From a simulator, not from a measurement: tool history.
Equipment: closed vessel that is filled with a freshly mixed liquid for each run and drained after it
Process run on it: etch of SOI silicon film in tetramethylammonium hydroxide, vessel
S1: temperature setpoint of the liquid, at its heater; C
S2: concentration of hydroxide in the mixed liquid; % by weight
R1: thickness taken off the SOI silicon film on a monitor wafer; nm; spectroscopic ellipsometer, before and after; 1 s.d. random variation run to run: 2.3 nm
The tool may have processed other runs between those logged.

{"run": 1, "hour": 0.0, "S1": 64, "S2": 19.5, "time in the liquid (s)": 100, "R1": 311.88}
{"run": 2, "hour": 2.7, "S1": 66.5, "S2": 19.5, "time in the liquid (s)": 100, "R1": 365.65}
{"run": 3, "hour": 9.7, "S1": 64.5, "S2": 19.5, "time in the liquid (s)": 100, "R1": 318.88}
{"run": 4, "hour": 18.6, "S1": 64.5, "S2": 19.5, "time in the liquid (s)": 110, "R1": 354.79}
{"run": 5, "hour": 24.7, "S1": 64.5, "S2": 18, "time in the liquid (s)": 110, "R1": 365.14}
{"run": 6, "hour": 31.9, "S1": 65.5, "S2": 18, "time in the liquid (s)": 110, "R1": 388.99}

Expected results for the next run?
{"run": 7, "hour": 33.5, "S1": 66, "S2": 18, "time in the liquid (s)": 110, "R1": "?"}

{"run 7": {"R1": 399.09}}
